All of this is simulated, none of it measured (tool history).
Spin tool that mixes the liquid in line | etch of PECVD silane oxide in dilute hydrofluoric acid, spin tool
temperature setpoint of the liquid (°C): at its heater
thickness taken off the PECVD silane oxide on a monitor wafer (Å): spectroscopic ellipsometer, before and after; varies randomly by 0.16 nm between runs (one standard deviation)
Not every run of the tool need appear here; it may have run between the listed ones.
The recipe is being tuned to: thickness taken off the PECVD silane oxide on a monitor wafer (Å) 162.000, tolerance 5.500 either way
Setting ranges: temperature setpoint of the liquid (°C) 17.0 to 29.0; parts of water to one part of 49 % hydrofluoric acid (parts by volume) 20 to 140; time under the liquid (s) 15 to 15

run,day,temperature setpoint of the liquid (°C),parts of water to one part of 49 % hydrofluoric acid (parts by volume),time under the liquid (s),thickness taken off the PECVD silane oxide on a monitor wafer (Å)
1,0.000,21.0,75,15,94.811
2,0.346,23.0,70,15,115.500
3,0.662,21.5,70,15,106.600
4,0.838,19.0,70,15,95.902
5,0.862,19.0,70,15,94.561
6,1.158,21.5,70,15,105.960
7,1.383,23.5,70,15,116.360
8,1.608,25.0,70,15,121.990
9,1.967,29.0,55,15,185.810

Below are 4 possible settings for the next run. Only one of them brings all results inside the allowed miss of their targets. Which is it?
A,2.325,26.5,60,15,?
B,2.325,28.5,65,15,?
C,2.325,23.0,50,15,?
D,2.325,28.5,50,15,?

move,thickness taken off the PECVD silane oxide on a monitor wafer (Å)
A,152.390
B,151.180
C,160.710
D,200.900
A: the result that was furthest off in the last run now lies on the other side of its target
B: the result that was furthest off in the last run now lies on the other side of its target
C: each result inside its tolerance
D: its largest miss is bigger than the last run's
C meets every target.
